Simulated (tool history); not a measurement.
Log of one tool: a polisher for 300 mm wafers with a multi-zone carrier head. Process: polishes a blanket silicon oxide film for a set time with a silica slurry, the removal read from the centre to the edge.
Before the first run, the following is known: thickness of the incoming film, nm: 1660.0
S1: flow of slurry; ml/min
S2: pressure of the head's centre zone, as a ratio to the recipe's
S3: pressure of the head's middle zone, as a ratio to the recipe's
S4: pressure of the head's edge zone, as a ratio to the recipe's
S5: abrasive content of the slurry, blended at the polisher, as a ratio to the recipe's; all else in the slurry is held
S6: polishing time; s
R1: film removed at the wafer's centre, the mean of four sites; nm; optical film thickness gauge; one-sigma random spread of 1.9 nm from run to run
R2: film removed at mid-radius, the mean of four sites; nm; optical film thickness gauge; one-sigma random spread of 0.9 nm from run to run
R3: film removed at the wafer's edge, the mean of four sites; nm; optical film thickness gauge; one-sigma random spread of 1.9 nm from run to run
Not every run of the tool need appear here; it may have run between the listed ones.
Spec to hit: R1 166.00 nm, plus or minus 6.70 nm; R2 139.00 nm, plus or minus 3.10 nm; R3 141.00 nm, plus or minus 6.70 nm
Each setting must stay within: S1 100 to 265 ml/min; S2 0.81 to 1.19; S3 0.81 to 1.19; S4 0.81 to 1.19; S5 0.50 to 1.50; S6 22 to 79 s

Run 1, hour 0.0: S1 170 ml/min, S2 1.00, S3 1.00, S4 1.00, S5 1.00, S6 50 s. Result: R1 114.32 nm, R2 116.22 nm, R3 114.53 nm.
Run 2, hour 8.9: S1 170 ml/min, S2 1.00, S3 1.00, S4 1.00, S5 1.00, S6 59 s. Result: R1 136.39 nm, R2 137.04 nm, R3 137.45 nm.
Run 3, hour 11.1: S1 170 ml/min, S2 1.00, S3 0.96, S4 1.00, S5 1.00, S6 59 s. Result: R1 136.28 nm, R2 134.77 nm, R3 136.84 nm.
Run 4, hour 12.4: S1 170 ml/min, S2 1.00, S3 0.96, S4 1.00, S5 1.00, S6 69 s. Result: R1 157.35 nm, R2 155.45 nm, R3 160.35 nm.
Run 5, hour 16.9: S1 170 ml/min, S2 1.00, S3 0.96, S4 0.92, S5 1.00, S6 69 s. Result: R1 156.28 nm, R2 157.80 nm, R3 155.88 nm.
Run 6, hour 25.7: S1 160 ml/min, S2 1.03, S3 0.94, S4 0.90, S5 1.00, S6 69 s. Result: R1 161.75 nm, R2 151.83 nm, R3 156.27 nm.
Run 7, hour 33.8: S1 160 ml/min, S2 1.05, S3 0.94, S4 0.88, S5 0.95, S6 69 s. Result: R1 162.75 nm, R2 149.46 nm, R3 149.80 nm.
Run 8, hour 39.9: S1 155 ml/min, S2 1.06, S3 0.93, S4 0.87, S5 0.95, S6 69 s. Result: R1 163.98 nm, R2 146.80 nm, R3 149.06 nm.
Run 9, hour 40.6: S1 155 ml/min, S2 1.06, S3 0.93, S4 0.87, S5 0.95, S6 69 s. Result: R1 163.10 nm, R2 149.24 nm, R3 150.22 nm.
Run 10, hour 41.8: S1 150 ml/min, S2 1.07, S3 0.92, S4 0.86, S5 0.95, S6 69 s. Result: R1 162.72 nm, R2 144.88 nm, R3 144.18 nm.

4 next moves are on the table. One of them brings every result within its allowed miss. Which?
Run A, hour 43.0: S1 120 ml/min, S2 1.13, S3 0.91, S4 0.86, S5 1.05, S6 67 s. Result: R1 ?, R2 ?, R3 ?.
Run B, hour 43.0: S1 125 ml/min, S2 1.03, S3 0.88, S4 0.90, S5 0.95, S6 69 s. Result: R1 ?, R2 ?, R3 ?.
Run C, hour 43.0: S1 140 ml/min, S2 1.13, S3 0.99, S4 0.87, S5 1.15, S6 62 s. Result: R1 ?, R2 ?, R3 ?.
Run D, hour 43.0: S1 145 ml/min, S2 1.02, S3 0.93, S4 0.82, S5 0.60, S6 79 s. Result: R1 ?, R2 ?, R3 ?.

move      R1      R2      R3
   A  164.58  140.68  145.78
   B  150.39  138.20  147.88
   C  162.97  146.08  142.77
   D  148.36  141.81  141.19
A: each result inside its tolerance
B: brings the result that was furthest off to its target, and leaves another outside
C: further off than the last run
D: brings the result that was furthest off to its target, and leaves another outside
Go with A: it meets all targets.
